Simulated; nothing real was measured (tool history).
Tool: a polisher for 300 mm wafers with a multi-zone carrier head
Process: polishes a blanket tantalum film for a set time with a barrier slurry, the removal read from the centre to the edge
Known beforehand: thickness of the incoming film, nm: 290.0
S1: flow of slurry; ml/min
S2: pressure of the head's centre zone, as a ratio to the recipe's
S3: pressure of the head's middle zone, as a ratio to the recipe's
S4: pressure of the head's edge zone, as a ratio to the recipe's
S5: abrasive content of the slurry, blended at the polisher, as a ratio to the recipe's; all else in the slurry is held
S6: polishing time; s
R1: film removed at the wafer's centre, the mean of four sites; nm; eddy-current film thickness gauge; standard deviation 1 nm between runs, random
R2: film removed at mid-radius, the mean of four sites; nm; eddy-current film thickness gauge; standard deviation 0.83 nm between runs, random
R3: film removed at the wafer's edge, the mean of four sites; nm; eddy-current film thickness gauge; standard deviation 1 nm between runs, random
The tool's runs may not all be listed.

run 1 hour=0 | S1=270 S2=1 S3=1 S4=1 S5=1 S6=42 | R1=96.816 R2=95.019 R3=95.604
run 2 hour=1.4 | S1=295 S2=1.06 S3=1.05 S4=1.05 S5=1.15 S6=42 | R1=108.63 R2=103.93 R3=99.63
run 3 hour=3.3 | S1=295 S2=1.14 S3=1.05 S4=1.05 S5=1.15 S6=42 | R1=117.04 R2=102.75 R3=102.08
run 4 hour=10.5 | S1=290 S2=1.14 S3=1.07 S4=1.09 S5=1.25 S6=43 | R1=121.63 R2=110.02 R3=108.66
run 5 hour=11.2 | S1=260 S2=1.14 S3=1.07 S4=1.09 S5=1.25 S6=43 | R1=119.01 R2=107.8 R3=106.43
run 6 hour=12.2 | S1=260 S2=1.14 S3=1.07 S4=1.14 S5=1.25 S6=43 | R1=121.43 R2=108.86 R3=109.02
run 7 hour=16 | S1=335 S2=1.17 S3=1.15 S4=1.19 S5=1.5 S6=43 | R1=133.94 R2=122.96 R3=117.82

Estimate the outcome of run 8 from the log above:
run 8 hour=17.3 | S1=340 S2=1.17 S3=1.15 S4=1.19 S5=1.5 S6=43 | R1=? R2=? R3=?

R1: 134 nm
R2: 123.69 nm
R3: 118.62 nm

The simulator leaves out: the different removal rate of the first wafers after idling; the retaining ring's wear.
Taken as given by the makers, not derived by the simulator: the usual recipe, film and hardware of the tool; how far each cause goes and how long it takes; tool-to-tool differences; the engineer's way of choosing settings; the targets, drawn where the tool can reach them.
